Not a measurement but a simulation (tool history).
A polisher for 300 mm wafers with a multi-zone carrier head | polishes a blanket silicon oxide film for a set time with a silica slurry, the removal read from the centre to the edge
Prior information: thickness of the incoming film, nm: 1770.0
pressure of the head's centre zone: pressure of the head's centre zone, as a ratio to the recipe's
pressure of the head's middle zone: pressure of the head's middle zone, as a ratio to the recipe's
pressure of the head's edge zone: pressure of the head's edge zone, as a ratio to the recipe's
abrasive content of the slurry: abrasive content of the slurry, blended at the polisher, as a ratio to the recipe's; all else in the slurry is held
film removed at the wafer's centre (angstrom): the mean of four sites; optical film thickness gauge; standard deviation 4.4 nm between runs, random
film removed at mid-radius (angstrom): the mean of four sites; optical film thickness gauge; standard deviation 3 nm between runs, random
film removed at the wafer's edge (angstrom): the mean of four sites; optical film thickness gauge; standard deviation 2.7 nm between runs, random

| run | hour | flow of slurry (ml/min) | pressure of the head's centre zone | pressure of the head's middle zone | pressure of the head's edge zone | abrasive content of the slurry | polishing time (s) | film removed at the wafer's centre (angstrom) | film removed at mid-radius (angstrom) | film removed at the wafer's edge (angstrom) |
|---|---|---|---|---|---|---|---|---|---|---|
| 1 | 0 | 170 | 1 | 1 | 1 | 1 | 88 | 2211.4 | 2236.6 | 2196.1 |
| 2 | 6.1 | 180 | 1.01 | 1.01 | 1.05 | 1.15 | 93 | 2511.7 | 2541.3 | 2477.1 |
| 3 | 10.3 | 180 | 1.04 | 1.01 | 1.05 | 1.15 | 93 | 2579.5 | 2521.8 | 2508.9 |
| 4 | 16.8 | 180 | 1.04 | 1.01 | 1.08 | 1.25 | 99 | 2802.6 | 2768.4 | 2747.1 |
| 5 | 24.9 | 180 | 1.04 | 1.01 | 1.08 | 1.25 | 110 | 3103.6 | 3085.4 | 3090.9 |
| 6 | 26.2 | 180 | 1.04 | 1.05 | 1.08 | 1.25 | 110 | 3171.9 | 3176.1 | 3082.5 |
| 7 | 27.9 | 190 | 1.04 | 1.04 | 1.11 | 1.3 | 111 | 3239.9 | 3275.2 | 3257.4 |
| 8 | 29.9 | 205 | 1.05 | 1.05 | 1.13 | 1.35 | 111 | 3320.1 | 3340.9 | 3312.1 |
| 9 | 31.7 | 205 | 1.05 | 1.05 | 1.14 | 1.4 | 112 | 3427.5 | 3458.9 | 3418.9 |

What will run 10 give?
| 10 | 34.4 | 210 | 1.05 | 1.05 | 1.15 | 1.45 | 113 | ? | ? | ? |

{"run 10": {"film removed at the wafer's centre (angstrom)": 3540.9, "film removed at mid-radius (angstrom)": 3516.6, "film removed at the wafer's edge (angstrom)": 3544}}
